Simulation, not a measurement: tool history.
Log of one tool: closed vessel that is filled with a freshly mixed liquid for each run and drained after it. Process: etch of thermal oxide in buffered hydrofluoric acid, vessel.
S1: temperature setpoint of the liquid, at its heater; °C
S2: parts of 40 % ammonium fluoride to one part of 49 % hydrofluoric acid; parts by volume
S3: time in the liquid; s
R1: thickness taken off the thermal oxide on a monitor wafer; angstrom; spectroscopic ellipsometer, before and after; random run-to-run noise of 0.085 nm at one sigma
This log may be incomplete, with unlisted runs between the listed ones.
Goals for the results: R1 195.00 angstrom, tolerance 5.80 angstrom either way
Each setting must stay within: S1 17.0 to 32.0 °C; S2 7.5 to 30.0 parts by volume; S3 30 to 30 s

run 1 hour=0.0 | S1=24.0 S2=21.0 S3=30 | R1=164.27
run 2 hour=5.1 | S1=24.5 S2=21.0 S3=30 | R1=168.45
run 3 hour=6.9 | S1=24.5 S2=15.0 S3=30 | R1=230.11
run 4 hour=11.2 | S1=24.0 S2=15.0 S3=30 | R1=223.60
run 5 hour=14.9 | S1=27.0 S2=15.0 S3=30 | R1=264.37
run 6 hour=21.2 | S1=27.0 S2=15.0 S3=30 | R1=264.24
run 7 hour=26.4 | S1=26.0 S2=15.0 S3=30 | R1=251.09
run 8 hour=28.5 | S1=25.0 S2=15.0 S3=30 | R1=236.08
run 9 hour=31.6 | S1=24.5 S2=15.0 S3=30 | R1=228.41

Which of these 4 next moves meets every target?
run A hour=34.7 | S1=18.5 S2=8.5 S3=30 | R1=?
run B hour=34.7 | S1=18.0 S2=11.0 S3=30 | R1=?
run C hour=34.7 | S1=23.5 S2=18.5 S3=30 | R1=?
run D hour=34.7 | S1=21.0 S2=14.5 S3=30 | R1=?

move=A R1=281.36
move=B R1=219.18
move=C R1=178.80
move=D R1=197.94
A: misses by more than the last run did
B: an improvement on the last run, though not all results are within tolerance
C: moves the result that the last run missed by most past its target, out the other side
D: all results land within tolerance of their targets
The move that meets every target is D.
